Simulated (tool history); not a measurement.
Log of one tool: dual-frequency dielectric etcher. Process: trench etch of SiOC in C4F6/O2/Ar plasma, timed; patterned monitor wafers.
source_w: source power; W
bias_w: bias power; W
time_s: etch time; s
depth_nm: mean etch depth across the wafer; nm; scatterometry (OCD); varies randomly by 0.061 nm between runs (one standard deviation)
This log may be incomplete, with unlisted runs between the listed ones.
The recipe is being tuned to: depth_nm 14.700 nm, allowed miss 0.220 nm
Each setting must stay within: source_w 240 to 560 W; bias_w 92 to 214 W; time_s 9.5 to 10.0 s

run	hour	source_w	bias_w	time_s	depth_nm
1	0.0	400	153	10.0	19.880
2	5.2	380	146	10.0	18.818
3	9.6	420	146	10.0	19.760
4	11.4	420	146	10.0	19.799
5	15.5	420	168	10.0	20.959
6	22.1	420	168	9.5	19.785
7	25.2	400	161	9.5	19.238
8	32.9	380	156	9.5	18.345
# hour 35.0: bias power generator calibrated
9	35.0	360	155	9.5	17.661
10	38.9	350	155	9.5	17.385
11	41.1	340	155	9.5	17.111
12	42.4	330	155	9.5	16.929
13	48.6	250	125	9.5	13.610
14	54.1	310	126	9.5	15.163

Consider the 5 candidate settings below. Which is the only one whose results all fall within their allowed miss of target?
A	59.6	320	123	9.5	?
B	59.6	310	124	9.5	?
C	59.6	280	108	10.0	?
D	59.6	270	135	10.0	?
E	59.6	300	122	9.5	?

move	depth_nm
A	15.363
B	15.184
C	14.381
D	15.490
E	14.850
A: further off than the last run
B: neither nearer nor further off than the last run
C: takes the result that was furthest off past its target
D: further off than the last run
E: in spec on every target
So the answer is move E, the one that meets all the targets.

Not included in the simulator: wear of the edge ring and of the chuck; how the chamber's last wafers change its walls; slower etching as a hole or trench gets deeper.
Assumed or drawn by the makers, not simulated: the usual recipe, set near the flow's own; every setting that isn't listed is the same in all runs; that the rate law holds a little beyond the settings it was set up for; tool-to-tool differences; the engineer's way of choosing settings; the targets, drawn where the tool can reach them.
